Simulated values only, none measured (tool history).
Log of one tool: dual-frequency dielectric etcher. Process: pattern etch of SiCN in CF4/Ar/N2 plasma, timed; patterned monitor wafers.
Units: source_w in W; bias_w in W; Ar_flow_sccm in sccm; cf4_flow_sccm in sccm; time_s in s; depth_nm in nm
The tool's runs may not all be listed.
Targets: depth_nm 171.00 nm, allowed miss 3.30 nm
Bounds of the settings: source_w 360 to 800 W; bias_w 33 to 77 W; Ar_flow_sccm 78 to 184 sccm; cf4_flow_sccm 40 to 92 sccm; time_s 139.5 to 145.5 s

run  hour  source_w  bias_w  Ar_flow_sccm  cf4_flow_sccm  time_s  depth_nm
  1   0.0       580      55           131             66   139.5    120.49
  2   4.3       580      55           131             59   139.5    118.66
  3   6.4       640      55           131             59   139.5    131.51
  4  12.8       640      55           119             59   139.5    133.66
  5  14.0       640      55           119             59   145.5    139.15
  6  20.3       680      55           119             59   145.5    147.96
     21.5  -- bias power generator calibrated
  7  21.5       710      55           119             59   145.5    155.27
  8  23.6       710      55           119             59   145.5    155.95
  9  28.8       730      55           119             59   145.5    159.97
 10  35.0       740      55           119             59   145.5    163.35
 11  35.9       750      55           119             59   145.5    164.68
 12  42.2       760      55           119             59   145.5    166.89

Which of these 5 next moves meets every target?
  A  48.5       700      56            96             92   145.5         ?
  B  48.5       740      60           115             67   140.5         ?
  C  48.5       750      50           105             57   139.5         ?
  D  48.5       800      55           107             67   142.0         ?
  E  48.5       710      57           123             61   145.5         ?

move  depth_nm
   A    169.56
   B    163.24
   C    158.06
   D    178.04
   E    156.67
A: meets every target
B: further off than the last run
C: further off than the last run
D: takes the result that was furthest off past its target
E: further off than the last run
Move A is the one to make.
